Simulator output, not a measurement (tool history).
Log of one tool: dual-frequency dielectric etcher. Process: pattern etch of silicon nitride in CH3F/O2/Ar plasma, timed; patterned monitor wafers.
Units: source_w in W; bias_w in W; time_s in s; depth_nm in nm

run 1 day=0 | source_w=540 bias_w=66 time_s=31.5 | depth_nm=23.982
run 2 day=0.321 | source_w=540 bias_w=59 time_s=31.5 | depth_nm=23.072
run 3 day=0.671 | source_w=570 bias_w=59 time_s=31.5 | depth_nm=23.848
run 4 day=0.942 | source_w=530 bias_w=59 time_s=31.5 | depth_nm=22.865
run 5 day=1.083 | source_w=530 bias_w=59 time_s=28.5 | depth_nm=20.76
run 6 day=1.171 | source_w=580 bias_w=59 time_s=28.5 | depth_nm=21.747
run 7 day=1.342 | source_w=640 bias_w=60 time_s=28.5 | depth_nm=23.024
run 8 day=1.629 | source_w=670 bias_w=60 time_s=28.5 | depth_nm=23.372
run 9 day=1.879 | source_w=700 bias_w=61 time_s=28.5 | depth_nm=24.205

Forecast run 10:
run 10 day=1.904 | source_w=710 bias_w=61 time_s=28.5 | depth_nm=?

{"run 10": {"depth_nm": 24.221}}
